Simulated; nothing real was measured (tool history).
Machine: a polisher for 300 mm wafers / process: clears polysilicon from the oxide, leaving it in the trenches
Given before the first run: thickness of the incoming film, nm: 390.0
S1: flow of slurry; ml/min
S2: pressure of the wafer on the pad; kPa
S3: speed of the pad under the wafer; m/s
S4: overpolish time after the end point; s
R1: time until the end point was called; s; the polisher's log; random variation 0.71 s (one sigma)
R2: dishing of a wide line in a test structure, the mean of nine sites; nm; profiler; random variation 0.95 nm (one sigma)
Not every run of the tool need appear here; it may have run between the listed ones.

run	hour	S1	S2	S3	S4	R1	R2
1	0	315	11.7	1	20	42.302	42.146
2	1.5	315	13.1	1	20	38.627	40.199
3	10.1	315	11.7	0.92	15	46.033	38.026
4	15.8	315	13.1	0.92	15	41.719	43.063
5	19.7	315	12.4	0.82	13	48.77	39.17
6	20.3	315	12.4	0.82	16	48.808	40.216
7	21.6	315	11	0.8	21	55.817	38.989
8	28.7	310	10.3	0.78	26	60.879	42.71

What will run 9 give?
9	30.9	315	9.7	0.78	24	?	?

For run 9 the tool returned R1 65.779 s, R2 41.618 nm.
